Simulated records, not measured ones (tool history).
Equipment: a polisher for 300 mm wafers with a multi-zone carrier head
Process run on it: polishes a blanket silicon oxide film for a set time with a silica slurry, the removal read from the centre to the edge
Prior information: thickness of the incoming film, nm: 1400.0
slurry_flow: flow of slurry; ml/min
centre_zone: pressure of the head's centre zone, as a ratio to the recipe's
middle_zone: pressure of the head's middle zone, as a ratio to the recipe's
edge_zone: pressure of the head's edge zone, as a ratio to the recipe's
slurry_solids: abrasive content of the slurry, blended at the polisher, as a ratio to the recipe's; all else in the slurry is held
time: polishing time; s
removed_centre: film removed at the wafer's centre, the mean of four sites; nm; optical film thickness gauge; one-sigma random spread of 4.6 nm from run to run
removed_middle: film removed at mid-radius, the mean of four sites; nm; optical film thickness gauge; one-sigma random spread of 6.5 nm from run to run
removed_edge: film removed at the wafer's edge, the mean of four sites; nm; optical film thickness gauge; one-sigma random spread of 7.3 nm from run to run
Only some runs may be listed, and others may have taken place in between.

| run | hour | slurry_flow | centre_zone | middle_zone | edge_zone | slurry_solids | time | removed_centre | removed_middle | removed_edge |
|---|---|---|---|---|---|---|---|---|---|---|
| 1 | 0 | 300 | 1 | 1 | 1 | 1 | 72 | 346.08 | 345.07 | 335.63 |
| 2 | 5.2 | 300 | 1 | 1 | 1 | 1.15 | 72 | 374.71 | 364.54 | 365.48 |
| 3 | 12.4 | 300 | 1 | 1 | 1.03 | 1.15 | 72 | 361.76 | 353 | 360.56 |
| 4 | 14.1 | 225 | 1 | 1 | 1.03 | 1.15 | 72 | 348.52 | 348.86 | 351.95 |
| 5 | 15.8 | 235 | 1 | 1 | 1.05 | 1.2 | 74 | 374.14 | 370.46 | 375.2 |
| 6 | 17.9 | 245 | 0.99 | 0.99 | 1.07 | 1.25 | 75 | 381.3 | 374.94 | 397.69 |
| 7 | 20 | 255 | 0.99 | 0.99 | 1.08 | 1.3 | 76 | 391.73 | 386.86 | 403.04 |

The next listed run, before its measurement:
| 8 | 27.4 | 255 | 0.99 | 0.98 | 1.09 | 1.35 | 78 | ? | ? | ? |

removed_centre: 410.24 nm
removed_middle: 398.96 nm
removed_edge: 428.86 nm
